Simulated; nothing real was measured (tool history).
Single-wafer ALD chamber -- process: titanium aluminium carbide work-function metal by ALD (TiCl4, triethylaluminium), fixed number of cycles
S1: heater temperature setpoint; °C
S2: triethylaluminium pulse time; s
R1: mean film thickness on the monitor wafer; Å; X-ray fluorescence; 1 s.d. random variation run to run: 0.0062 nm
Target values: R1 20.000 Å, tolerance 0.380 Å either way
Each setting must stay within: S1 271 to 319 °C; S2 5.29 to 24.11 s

Run 1, day 0.000: S1 295 °C, S2 14.70 s. Result: R1 21.578 Å.
Run 2, day 0.200: S1 295 °C, S2 11.56 s. Result: R1 21.314 Å.
Run 3, day 0.538: S1 295 °C, S2 9.37 s. Result: R1 20.818 Å.
Run 4, day 0.717: S1 294 °C, S2 9.15 s. Result: R1 20.733 Å.
Run 5, day 1.046: S1 293 °C, S2 8.96 s. Result: R1 20.424 Å.
Run 6, day 1.296: S1 303 °C, S2 8.96 s. Result: R1 21.594 Å.
Run 7, day 1.367: S1 301 °C, S2 8.60 s. Result: R1 21.220 Å.
Run 8, day 1.596: S1 299 °C, S2 8.27 s. Result: R1 20.718 Å.
Run 9, day 1.858: S1 298 °C, S2 8.09 s. Result: R1 20.630 Å.
Run 10, day 2.067: S1 297 °C, S2 7.96 s. Result: R1 20.437 Å.
Run 11, day 2.404: S1 296 °C, S2 7.89 s. Result: R1 20.450 Å.
Run 12, day 2.708: S1 290 °C, S2 7.35 s. Result: R1 19.555 Å.

Next run, 5 choices. One meets every target within its allowed miss, the rest don't. Which?
Run A, day 3.012: S1 291 °C, S2 6.85 s. Result: R1 ?.
Run B, day 3.012: S1 283 °C, S2 8.24 s. Result: R1 ?.
Run C, day 3.012: S1 285 °C, S2 7.78 s. Result: R1 ?.
Run D, day 3.012: S1 281 °C, S2 7.54 s. Result: R1 ?.
Run E, day 3.012: S1 293 °C, S2 7.44 s. Result: R1 ?.

move      R1
   A  19.320
   B  19.304
   C  19.291
   D  18.794
   E  19.874
A: its largest miss is bigger than the last run's
B: its largest miss is bigger than the last run's
C: its largest miss is bigger than the last run's
D: its largest miss is bigger than the last run's
E: each result inside its tolerance
The right move is E.

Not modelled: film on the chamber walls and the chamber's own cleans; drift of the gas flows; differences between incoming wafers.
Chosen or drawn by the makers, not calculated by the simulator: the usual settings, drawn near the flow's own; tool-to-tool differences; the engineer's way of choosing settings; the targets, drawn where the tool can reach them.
